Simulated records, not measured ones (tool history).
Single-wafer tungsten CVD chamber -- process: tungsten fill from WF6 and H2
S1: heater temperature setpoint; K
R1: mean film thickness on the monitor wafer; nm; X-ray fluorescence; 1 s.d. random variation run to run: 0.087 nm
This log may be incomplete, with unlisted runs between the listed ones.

Run 1, hour 0: S1 643.15 K, chamber pressure (Pa) 3693, deposition time (s) 23.9. Result: R1 40.166 nm.
Run 2, hour 5.6: S1 639.15 K, chamber pressure (Pa) 3666, deposition time (s) 23.9. Result: R1 36.236 nm.
Run 3, hour 8.6: S1 636.15 K, chamber pressure (Pa) 3653, deposition time (s) 23.9. Result: R1 33.653 nm.
Run 4, hour 10: S1 636.15 K, chamber pressure (Pa) 4106, deposition time (s) 23.9. Result: R1 35.211 nm.
Run 5, hour 15: S1 640.15 K, chamber pressure (Pa) 4106, deposition time (s) 23.9. Result: R1 38.737 nm.
Run 6, hour 23.8: S1 636.15 K, chamber pressure (Pa) 4080, deposition time (s) 23.9. Result: R1 34.931 nm.
Run 7, hour 27.7: S1 634.15 K, chamber pressure (Pa) 4066, deposition time (s) 23.9. Result: R1 33.229 nm.

For run 8, what comes out?
Run 8, hour 33.1: S1 624.15 K, chamber pressure (Pa) 4013, deposition time (s) 23.9. Result: R1 ?.

{"run 8": {"R1": 25.657}}

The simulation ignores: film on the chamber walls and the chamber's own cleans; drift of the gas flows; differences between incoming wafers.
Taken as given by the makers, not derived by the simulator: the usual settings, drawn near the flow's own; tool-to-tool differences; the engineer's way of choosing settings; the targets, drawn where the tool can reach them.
